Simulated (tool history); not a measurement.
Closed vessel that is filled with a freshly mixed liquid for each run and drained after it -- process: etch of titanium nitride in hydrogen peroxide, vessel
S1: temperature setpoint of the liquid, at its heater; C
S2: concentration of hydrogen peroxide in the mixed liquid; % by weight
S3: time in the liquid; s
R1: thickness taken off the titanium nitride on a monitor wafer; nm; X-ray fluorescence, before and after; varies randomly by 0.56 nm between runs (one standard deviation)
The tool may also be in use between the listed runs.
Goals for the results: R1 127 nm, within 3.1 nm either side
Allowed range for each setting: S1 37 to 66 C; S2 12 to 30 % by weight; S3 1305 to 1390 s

run 1 day=0 | S1=53 S2=22.5 S3=1305 | R1=76.584
run 2 day=0.071 | S1=54 S2=22.5 S3=1305 | R1=81.687
run 3 day=0.321 | S1=54 S2=22.5 S3=1390 | R1=87.001
run 4 day=0.567 | S1=55 S2=22.5 S3=1390 | R1=93.898
run 5 day=0.742 | S1=55 S2=18.5 S3=1390 | R1=89.885
run 6 day=0.958 | S1=56 S2=18.5 S3=1390 | R1=95.988
run 7 day=1.146 | S1=56.5 S2=18.5 S3=1390 | R1=99.208
run 8 day=1.2 | S1=57 S2=18.5 S3=1390 | R1=101.99
run 9 day=1.412 | S1=57.5 S2=18.5 S3=1390 | R1=106.18
run 10 day=1.479 | S1=58 S2=18.5 S3=1390 | R1=110.54
run 11 day=1.812 | S1=58.5 S2=18.5 S3=1390 | R1=114.35
run 12 day=1.946 | S1=59.5 S2=18.5 S3=1390 | R1=122.48

Which single option among these 5 for the next run brings every result within its allowed miss of target? Just one does.
run A day=2.079 | S1=60 S2=12 S3=1390 | R1=?
run B day=2.079 | S1=59 S2=19.5 S3=1305 | R1=?
run C day=2.079 | S1=59 S2=19 S3=1390 | R1=?
run D day=2.079 | S1=58.5 S2=21 S3=1390 | R1=?
run E day=2.079 | S1=61 S2=13.5 S3=1380 | R1=?

move=A R1=114.78
move=B R1=111.51
move=C R1=118.11
move=D R1=116.61
move=E R1=124.98
A: lands further from the targets than the last run did
B: lands further from the targets than the last run did
C: lands further from the targets than the last run did
D: lands further from the targets than the last run did
E: all results in spec
Answer: E

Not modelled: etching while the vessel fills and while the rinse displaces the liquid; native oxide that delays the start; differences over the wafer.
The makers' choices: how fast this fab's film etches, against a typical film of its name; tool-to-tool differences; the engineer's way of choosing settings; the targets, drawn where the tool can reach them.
